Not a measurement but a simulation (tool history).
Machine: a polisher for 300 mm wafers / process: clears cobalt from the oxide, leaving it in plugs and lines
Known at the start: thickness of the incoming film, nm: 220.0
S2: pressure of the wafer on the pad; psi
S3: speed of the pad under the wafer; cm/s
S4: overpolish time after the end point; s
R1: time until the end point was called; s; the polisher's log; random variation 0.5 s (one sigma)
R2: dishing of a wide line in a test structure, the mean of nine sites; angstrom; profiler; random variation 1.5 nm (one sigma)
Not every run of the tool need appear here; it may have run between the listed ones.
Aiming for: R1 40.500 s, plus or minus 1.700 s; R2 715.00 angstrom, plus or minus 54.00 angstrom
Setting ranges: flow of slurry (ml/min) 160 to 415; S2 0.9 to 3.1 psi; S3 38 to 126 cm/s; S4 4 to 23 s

run 1 hour=0.0 | flow_of_slurry_(ml/min)=265 S2=2.0 S3=82 S4=12 | R1=49.443 R2=415.81
run 2 hour=2.7 | flow_of_slurry_(ml/min)=265 S2=2.1 S3=82 S4=14 | R1=47.027 R2=489.08
run 3 hour=10.3 | flow_of_slurry_(ml/min)=265 S2=2.2 S3=82 S4=15 | R1=46.223 R2=537.49
run 4 hour=11.6 | flow_of_slurry_(ml/min)=265 S2=2.3 S3=82 S4=16 | R1=43.704 R2=561.70
run 5 hour=19.7 | flow_of_slurry_(ml/min)=305 S2=2.3 S3=82 S4=16 | R1=43.411 R2=587.06
run 6 hour=22.1 | flow_of_slurry_(ml/min)=305 S2=2.3 S3=82 S4=17 | R1=42.640 R2=596.98
run 7 hour=29.1 | flow_of_slurry_(ml/min)=305 S2=2.3 S3=82 S4=18 | R1=42.285 R2=632.63
run 8 hour=36.7 | flow_of_slurry_(ml/min)=305 S2=2.3 S3=82 S4=19 | R1=42.762 R2=651.96

Exercise: of the 5 proposed moves below, exactly one satisfies all targets within the stated allowed misses. Which move is it?
run A hour=44.3 | flow_of_slurry_(ml/min)=295 S2=2.2 S3=94 S4=14 | R1=? R2=?
run B hour=44.3 | flow_of_slurry_(ml/min)=275 S2=2.8 S3=62 S4=16 | R1=? R2=?
run C hour=44.3 | flow_of_slurry_(ml/min)=285 S2=2.1 S3=74 S4=20 | R1=? R2=?
run D hour=44.3 | flow_of_slurry_(ml/min)=340 S2=2.3 S3=86 S4=21 | R1=? R2=?
run E hour=44.3 | flow_of_slurry_(ml/min)=285 S2=2.4 S3=72 S4=22 | R1=? R2=?

move=A R1=40.658 R2=525.81
move=B R1=42.460 R2=559.76
move=C R1=49.426 R2=587.67
move=D R1=40.859 R2=681.37
move=E R1=44.609 R2=665.25
A: corrects the largest miss of the last run, while another result sits out of spec
B: lands further from the targets than the last run did
C: lands further from the targets than the last run did
D: all results in spec
E: lands further from the targets than the last run did
So the answer is move D, the one that meets all the targets.

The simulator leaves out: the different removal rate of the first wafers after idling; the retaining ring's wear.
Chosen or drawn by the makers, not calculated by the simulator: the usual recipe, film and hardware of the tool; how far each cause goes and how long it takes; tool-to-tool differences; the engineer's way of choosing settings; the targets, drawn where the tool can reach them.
